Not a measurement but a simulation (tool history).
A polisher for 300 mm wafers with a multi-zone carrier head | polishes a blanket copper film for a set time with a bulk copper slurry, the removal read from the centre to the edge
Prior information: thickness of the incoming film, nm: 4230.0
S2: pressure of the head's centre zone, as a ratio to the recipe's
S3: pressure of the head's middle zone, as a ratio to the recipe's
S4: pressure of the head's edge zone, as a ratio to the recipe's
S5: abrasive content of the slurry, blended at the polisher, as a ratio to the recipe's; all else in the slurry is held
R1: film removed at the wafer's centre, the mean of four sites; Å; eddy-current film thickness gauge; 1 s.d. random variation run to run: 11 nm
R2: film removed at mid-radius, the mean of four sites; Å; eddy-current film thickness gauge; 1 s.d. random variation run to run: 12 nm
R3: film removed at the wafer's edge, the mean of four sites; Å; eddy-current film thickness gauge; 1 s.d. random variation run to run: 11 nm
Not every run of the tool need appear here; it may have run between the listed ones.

Run 1, hour 0.0: flow of slurry (ml/min) 280, S2 1.00, S3 1.00, S4 1.00, S5 1.00, polishing time (s) 83. Result: R1 11785 Å, R2 11956.0 Å, R3 11663 Å.
Run 2, hour 1.7: flow of slurry (ml/min) 275, S2 1.00, S3 0.97, S4 1.00, S5 0.90, polishing time (s) 82. Result: R1 10973 Å, R2 11045.0 Å, R3 11252 Å.
Run 3, hour 8.2: flow of slurry (ml/min) 275, S2 1.00, S3 1.01, S4 1.00, S5 0.90, polishing time (s) 82. Result: R1 11250 Å, R2 11643.0 Å, R3 11326 Å.
Run 4, hour 15.9: flow of slurry (ml/min) 225, S2 1.00, S3 1.01, S4 1.00, S5 0.90, polishing time (s) 82. Result: R1 10839 Å, R2 11070.0 Å, R3 11286 Å.
Run 5, hour 24.4: flow of slurry (ml/min) 225, S2 1.00, S3 1.01, S4 1.00, S5 0.70, polishing time (s) 82. Result: R1 10558 Å, R2 10874.0 Å, R3 10603 Å.
Run 6, hour 27.4: flow of slurry (ml/min) 220, S2 1.01, S3 0.98, S4 1.00, S5 0.70, polishing time (s) 82. Result: R1 10506 Å, R2 10341.0 Å, R3 10694 Å.
Run 7, hour 30.4: flow of slurry (ml/min) 215, S2 1.01, S3 0.96, S4 0.99, S5 0.65, polishing time (s) 82. Result: R1 10627 Å, R2 10073.0 Å, R3 10528 Å.
Run 8, hour 33.0: flow of slurry (ml/min) 210, S2 1.01, S3 0.94, S4 0.99, S5 0.65, polishing time (s) 82. Result: R1 10280 Å, R2 9852.0 Å, R3 10401 Å.
Run 9, hour 36.2: flow of slurry (ml/min) 205, S2 1.02, S3 0.92, S4 0.99, S5 0.65, polishing time (s) 82. Result: R1 10345 Å, R2 9691.0 Å, R3 10551 Å.

Run 10 is up next; what results do you expect?
Run 10, hour 38.3: flow of slurry (ml/min) 205, S2 1.02, S3 0.91, S4 0.98, S5 0.65, polishing time (s) 82. Result: R1 ?, R2 ?, R3 ?.

Run 10 yielded R1 10435 Å, R2 9723.6 Å, R3 10395 Å.

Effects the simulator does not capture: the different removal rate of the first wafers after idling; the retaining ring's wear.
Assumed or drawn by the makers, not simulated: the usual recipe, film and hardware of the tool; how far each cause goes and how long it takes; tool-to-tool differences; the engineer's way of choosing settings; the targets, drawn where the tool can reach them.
